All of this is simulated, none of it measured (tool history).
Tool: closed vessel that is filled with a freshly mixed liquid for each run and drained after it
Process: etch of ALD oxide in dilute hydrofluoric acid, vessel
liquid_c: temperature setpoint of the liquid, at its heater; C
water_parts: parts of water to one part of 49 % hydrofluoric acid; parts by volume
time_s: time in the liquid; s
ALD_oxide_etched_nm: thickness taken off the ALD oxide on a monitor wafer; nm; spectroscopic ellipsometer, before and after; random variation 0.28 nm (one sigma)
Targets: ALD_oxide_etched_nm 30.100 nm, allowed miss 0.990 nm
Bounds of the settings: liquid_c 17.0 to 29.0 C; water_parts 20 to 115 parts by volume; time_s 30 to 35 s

{"run": 1, "hour": 0.0, "liquid_c": 21.0, "water_parts": 65, "time_s": 35, "ALD_oxide_etched_nm": 10.762}
{"run": 2, "hour": 6.9, "liquid_c": 21.0, "water_parts": 65, "time_s": 35, "ALD_oxide_etched_nm": 10.914}
{"run": 3, "hour": 8.0, "liquid_c": 21.0, "water_parts": 50, "time_s": 35, "ALD_oxide_etched_nm": 14.735}
{"run": 4, "hour": 9.0, "liquid_c": 22.5, "water_parts": 50, "time_s": 35, "ALD_oxide_etched_nm": 15.894}
{"run": 5, "hour": 12.9, "liquid_c": 24.0, "water_parts": 45, "time_s": 35, "ALD_oxide_etched_nm": 18.3}
{"run": 6, "hour": 18.8, "liquid_c": 25.0, "water_parts": 40, "time_s": 35, "ALD_oxide_etched_nm": 21.346}
{"run": 7, "hour": 23.7, "liquid_c": 26.0, "water_parts": 40, "time_s": 35, "ALD_oxide_etched_nm": 22.794}
{"run": 8, "hour": 31.6, "liquid_c": 26.5, "water_parts": 40, "time_s": 35, "ALD_oxide_etched_nm": 23.418}
{"run": 9, "hour": 33.4, "liquid_c": 27.0, "water_parts": 40, "time_s": 35, "ALD_oxide_etched_nm": 23.506}
{"run": 10, "hour": 38.0, "liquid_c": 27.5, "water_parts": 40, "time_s": 35, "ALD_oxide_etched_nm": 24.321}
{"run": 11, "hour": 41.2, "liquid_c": 28.0, "water_parts": 40, "time_s": 35, "ALD_oxide_etched_nm": 25.032}
{"run": 12, "hour": 45.4, "liquid_c": 28.0, "water_parts": 40, "time_s": 35, "ALD_oxide_etched_nm": 24.249}
{"run": 13, "hour": 51.9, "liquid_c": 28.5, "water_parts": 35, "time_s": 35, "ALD_oxide_etched_nm": 29.049}

Which of these 4 next moves meets every target?
{"run": "A", "hour": 58.4, "liquid_c": 27.0, "water_parts": 35, "time_s": 35, "ALD_oxide_etched_nm": "?"}
{"run": "B", "hour": 58.4, "liquid_c": 29.0, "water_parts": 30, "time_s": 30, "ALD_oxide_etched_nm": "?"}
{"run": "C", "hour": 58.4, "liquid_c": 27.5, "water_parts": 35, "time_s": 35, "ALD_oxide_etched_nm": "?"}
{"run": "D", "hour": 58.4, "liquid_c": 28.0, "water_parts": 35, "time_s": 35, "ALD_oxide_etched_nm": "?"}

move=A ALD_oxide_etched_nm=27.204
move=B ALD_oxide_etched_nm=29.722
move=C ALD_oxide_etched_nm=27.762
move=D ALD_oxide_etched_nm=28.330
A: further off than the last run
B: meets every target
C: further off than the last run
D: further off than the last run
Move B is the one to make.
